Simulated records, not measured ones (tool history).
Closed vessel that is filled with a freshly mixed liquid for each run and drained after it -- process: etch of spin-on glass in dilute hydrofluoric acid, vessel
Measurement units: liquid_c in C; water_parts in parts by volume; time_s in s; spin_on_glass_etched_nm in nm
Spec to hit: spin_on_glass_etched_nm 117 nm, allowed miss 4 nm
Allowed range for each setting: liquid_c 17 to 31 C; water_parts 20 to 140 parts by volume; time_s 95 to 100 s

Run 1, hour 0: liquid_c 23 C, water_parts 75 parts by volume, time_s 95 s. Result: spin_on_glass_etched_nm 45.768 nm.
Run 2, hour 8: liquid_c 23 C, water_parts 75 parts by volume, time_s 100 s. Result: spin_on_glass_etched_nm 48.777 nm.
Run 3, hour 12: liquid_c 24 C, water_parts 70 parts by volume, time_s 100 s. Result: spin_on_glass_etched_nm 54.852 nm.
Run 4, hour 18.3: liquid_c 25 C, water_parts 70 parts by volume, time_s 100 s. Result: spin_on_glass_etched_nm 56.367 nm.
Run 5, hour 24: liquid_c 26 C, water_parts 65 parts by volume, time_s 100 s. Result: spin_on_glass_etched_nm 64.041 nm.
Run 6, hour 31.7: liquid_c 29 C, water_parts 65 parts by volume, time_s 100 s. Result: spin_on_glass_etched_nm 71.83 nm.
Run 7, hour 37: liquid_c 29.5 C, water_parts 60 parts by volume, time_s 100 s. Result: spin_on_glass_etched_nm 79.592 nm.
Run 8, hour 37.6: liquid_c 29.5 C, water_parts 55 parts by volume, time_s 100 s. Result: spin_on_glass_etched_nm 87.839 nm.

Of the 5 settings listed for the next run, only one would bring every result within its allowed miss of target. Which one?
Run A, hour 38.2: liquid_c 28 C, water_parts 40 parts by volume, time_s 100 s. Result: spin_on_glass_etched_nm ?.
Run B, hour 38.2: liquid_c 31 C, water_parts 40 parts by volume, time_s 100 s. Result: spin_on_glass_etched_nm ?.
Run C, hour 38.2: liquid_c 25.5 C, water_parts 60 parts by volume, time_s 95 s. Result: spin_on_glass_etched_nm ?.
Run D, hour 38.2: liquid_c 26.5 C, water_parts 55 parts by volume, time_s 95 s. Result: spin_on_glass_etched_nm ?.
Run E, hour 38.2: liquid_c 29 C, water_parts 70 parts by volume, time_s 100 s. Result: spin_on_glass_etched_nm ?.

move  spin_on_glass_etched_nm
   A                   117.57
   B                   132.47
   C                   65.444
   D                    74.84
   E                   66.877
A: all results in spec
B: takes the result that was furthest off past its target
C: the biggest miss grows against the last run
D: the biggest miss grows against the last run
E: the biggest miss grows against the last run
Correct choice: A, which meets every target

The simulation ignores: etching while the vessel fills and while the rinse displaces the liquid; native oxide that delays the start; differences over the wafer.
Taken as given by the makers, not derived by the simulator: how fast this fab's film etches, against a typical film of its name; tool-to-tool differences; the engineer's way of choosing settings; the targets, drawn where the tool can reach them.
